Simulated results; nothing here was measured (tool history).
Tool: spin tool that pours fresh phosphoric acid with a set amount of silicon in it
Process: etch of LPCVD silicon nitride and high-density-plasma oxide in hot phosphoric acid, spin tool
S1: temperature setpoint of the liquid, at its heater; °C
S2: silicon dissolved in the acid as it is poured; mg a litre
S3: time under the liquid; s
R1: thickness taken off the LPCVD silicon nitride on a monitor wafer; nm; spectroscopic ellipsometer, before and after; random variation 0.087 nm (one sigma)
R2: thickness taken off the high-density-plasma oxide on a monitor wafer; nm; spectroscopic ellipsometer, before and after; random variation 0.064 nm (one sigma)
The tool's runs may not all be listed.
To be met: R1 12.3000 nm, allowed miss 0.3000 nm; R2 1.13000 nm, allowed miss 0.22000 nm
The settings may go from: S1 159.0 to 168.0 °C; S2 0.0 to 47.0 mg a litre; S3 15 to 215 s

run 1 day=0.000 | S1=164.0 S2=20.5 S3=110 | R1=9.4919 R2=0.70551
run 2 day=0.154 | S1=163.0 S2=20.5 S3=110 | R1=9.1845 R2=0.60978
run 3 day=0.192 | S1=164.0 S2=20.5 S3=115 | R1=9.9248 R2=0.69055
run 4 day=0.262 | S1=164.0 S2=20.5 S3=160 | R1=13.9620 R2=0.88045
run 5 day=0.592 | S1=164.0 S2=20.5 S3=140 | R1=11.9590 R2=0.88876
run 6 day=0.629 | S1=164.0 S2=20.5 S3=175 | R1=15.1090 R2=1.07370
run 7 day=0.908 | S1=163.0 S2=17.0 S3=175 | R1=14.4880 R2=1.03970
run 8 day=1.133 | S1=162.5 S2=14.0 S3=175 | R1=14.4300 R2=1.06400
run 9 day=1.504 | S1=162.0 S2=10.5 S3=175 | R1=14.2080 R2=1.17720
run 10 day=1.533 | S1=161.5 S2=9.0 S3=175 | R1=13.7030 R2=1.20640
run 11 day=1.846 | S1=161.0 S2=8.0 S3=175 | R1=13.6180 R2=1.10660
run 12 day=2.188 | S1=160.5 S2=0.0 S3=165 | R1=12.6370 R2=1.15750

4 next moves are on the table. One of them brings every result within its allowed miss. Which?
run A day=2.529 | S1=160.5 S2=1.0 S3=160 | R1=? R2=?
run B day=2.529 | S1=159.5 S2=23.5 S3=160 | R1=? R2=?
run C day=2.529 | S1=159.5 S2=16.0 S3=165 | R1=? R2=?
run D day=2.529 | S1=161.0 S2=5.5 S3=165 | R1=? R2=?

move=A R1=12.1750 R2=1.05410
move=B R1=11.7730 R2=0.57100
move=C R1=12.1410 R2=0.72904
move=D R1=12.7680 R2=1.03400
A: meets every target
B: takes the result that was furthest off past its target
C: brings the result that was furthest off to its target, and leaves another outside
D: further off than the last run
Move A is the one to make.
